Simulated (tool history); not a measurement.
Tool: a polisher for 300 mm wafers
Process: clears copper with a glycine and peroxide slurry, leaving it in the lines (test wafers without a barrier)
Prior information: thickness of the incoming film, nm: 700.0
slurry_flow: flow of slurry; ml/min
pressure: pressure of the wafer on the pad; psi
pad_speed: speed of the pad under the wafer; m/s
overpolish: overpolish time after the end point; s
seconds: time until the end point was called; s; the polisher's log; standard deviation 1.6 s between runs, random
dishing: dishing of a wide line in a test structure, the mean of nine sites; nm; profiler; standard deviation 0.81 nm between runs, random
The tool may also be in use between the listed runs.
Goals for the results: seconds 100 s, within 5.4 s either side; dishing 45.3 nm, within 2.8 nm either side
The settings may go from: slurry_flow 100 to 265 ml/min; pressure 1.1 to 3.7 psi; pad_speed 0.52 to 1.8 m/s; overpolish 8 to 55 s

run,hour,slurry_flow,pressure,pad_speed,overpolish,seconds,dishing
1,0,170,2.4,1.16,28,139.49,76.674
2,3.4,170,2.4,1.16,23,136.54,66.252
3,10.3,165,2.3,1.26,20,138.78,61.221
4,18.5,165,2.3,1.12,20,148.65,56.962
5,24.2,180,2.4,1.1,18,141.74,55.441
6,30.6,195,2.5,1.08,16,137.32,53.636
7,36.9,205,2.6,1.08,15,130.33,51.34
8,44.1,215,2.7,1.08,14,127.83,49.552
9,53,220,2.8,1.08,13,123.8,47.554

Of the 4 settings listed for the next run, only one would bring every result within its allowed miss of target. Which one?
A,61.9,215,2.9,1.34,10,?,?
B,61.9,210,2.2,0.94,16,?,?
C,61.9,205,3.4,1.32,9,?,?
D,61.9,230,2.5,0.82,19,?,?

move,seconds,dishing
A,98.888,45.147
B,166.98,42.893
C,87.734,46.114
D,166.16,50.017
A: in spec on every target
B: the biggest miss grows against the last run
C: the result that was furthest off in the last run now lies on the other side of its target
D: the biggest miss grows against the last run
The right move is A.
